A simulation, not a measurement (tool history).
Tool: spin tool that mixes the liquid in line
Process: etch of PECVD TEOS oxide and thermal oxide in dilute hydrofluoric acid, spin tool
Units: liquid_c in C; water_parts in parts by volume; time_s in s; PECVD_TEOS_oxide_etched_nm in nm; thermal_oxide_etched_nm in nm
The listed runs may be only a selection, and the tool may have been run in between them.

Run 1, hour 0.0: liquid_c 24.0 C, water_parts 225 parts by volume, time_s 180 s. Result: PECVD_TEOS_oxide_etched_nm 12.710 nm, thermal_oxide_etched_nm 3.0699 nm.
Run 2, hour 4.6: liquid_c 24.0 C, water_parts 225 parts by volume, time_s 240 s. Result: PECVD_TEOS_oxide_etched_nm 16.628 nm, thermal_oxide_etched_nm 4.1767 nm.
Run 3, hour 7.0: liquid_c 24.0 C, water_parts 225 parts by volume, time_s 185 s. Result: PECVD_TEOS_oxide_etched_nm 12.652 nm, thermal_oxide_etched_nm 3.2111 nm.
Run 4, hour 10.6: liquid_c 25.0 C, water_parts 220 parts by volume, time_s 185 s. Result: PECVD_TEOS_oxide_etched_nm 13.605 nm, thermal_oxide_etched_nm 3.4046 nm.
Run 5, hour 17.4: liquid_c 25.0 C, water_parts 170 parts by volume, time_s 185 s. Result: PECVD_TEOS_oxide_etched_nm 18.952 nm, thermal_oxide_etched_nm 4.6247 nm.
Run 6, hour 21.4: liquid_c 25.5 C, water_parts 170 parts by volume, time_s 185 s. Result: PECVD_TEOS_oxide_etched_nm 19.002 nm, thermal_oxide_etched_nm 4.7202 nm.
Run 7, hour 24.0: liquid_c 26.0 C, water_parts 170 parts by volume, time_s 185 s. Result: PECVD_TEOS_oxide_etched_nm 19.586 nm, thermal_oxide_etched_nm 4.7782 nm.
Run 8, hour 31.1: liquid_c 26.5 C, water_parts 170 parts by volume, time_s 185 s. Result: PECVD_TEOS_oxide_etched_nm 20.129 nm, thermal_oxide_etched_nm 4.9402 nm.

What does the tool deliver on the next run?
Run 9, hour 33.0: liquid_c 27.0 C, water_parts 170 parts by volume, time_s 185 s. Result: PECVD_TEOS_oxide_etched_nm ?, thermal_oxide_etched_nm ?.

{"run 9": {"PECVD_TEOS_oxide_etched_nm": 20.354, "thermal_oxide_etched_nm": 5.0313}}
